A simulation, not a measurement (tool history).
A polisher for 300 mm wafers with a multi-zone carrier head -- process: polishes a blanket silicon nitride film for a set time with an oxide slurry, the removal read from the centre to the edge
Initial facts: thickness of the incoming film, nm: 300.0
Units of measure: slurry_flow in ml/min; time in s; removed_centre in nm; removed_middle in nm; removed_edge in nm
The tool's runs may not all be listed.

Run 1, day 0.000: slurry_flow 295 ml/min, centre_zone 1.00, middle_zone 1.00, edge_zone 1.00, slurry_solids 1.0, time 40 s. Result: removed_centre 26.346 nm, removed_middle 26.890 nm, removed_edge 27.145 nm.
Run 2, day 0.354: slurry_flow 295 ml/min, centre_zone 0.93, middle_zone 1.00, edge_zone 1.00, slurry_solids 1.0, time 40 s. Result: removed_centre 25.059 nm, removed_middle 28.062 nm, removed_edge 27.326 nm.
Run 3, day 0.692: slurry_flow 295 ml/min, centre_zone 0.93, middle_zone 1.00, edge_zone 1.00, slurry_solids 1.2, time 40 s. Result: removed_centre 26.527 nm, removed_middle 29.145 nm, removed_edge 28.659 nm.
Run 4, day 0.996: slurry_flow 305 ml/min, centre_zone 0.94, middle_zone 1.02, edge_zone 0.98, slurry_solids 1.2, time 40 s. Result: removed_centre 26.045 nm, removed_middle 29.601 nm, removed_edge 28.678 nm.
Run 5, day 1.167: slurry_flow 285 ml/min, centre_zone 0.98, middle_zone 1.05, edge_zone 0.95, slurry_solids 1.2, time 40 s. Result: removed_centre 27.886 nm, removed_middle 29.554 nm, removed_edge 27.896 nm.
Run 6, day 1.238: slurry_flow 285 ml/min, centre_zone 1.01, middle_zone 1.05, edge_zone 0.95, slurry_solids 1.2, time 40 s. Result: removed_centre 28.563 nm, removed_middle 30.045 nm, removed_edge 27.921 nm.
Run 7, day 1.396: slurry_flow 285 ml/min, centre_zone 1.01, middle_zone 1.07, edge_zone 0.94, slurry_solids 1.2, time 40 s. Result: removed_centre 28.297 nm, removed_middle 30.273 nm, removed_edge 28.083 nm.

What will run 8 give?
Run 8, day 1.500: slurry_flow 285 ml/min, centre_zone 1.02, middle_zone 1.09, edge_zone 0.92, slurry_solids 1.2, time 40 s. Result: removed_centre ?, removed_middle ?, removed_edge ?.

Run 8 gave removed_centre 29.157 nm, removed_middle 30.480 nm, removed_edge 27.264 nm.
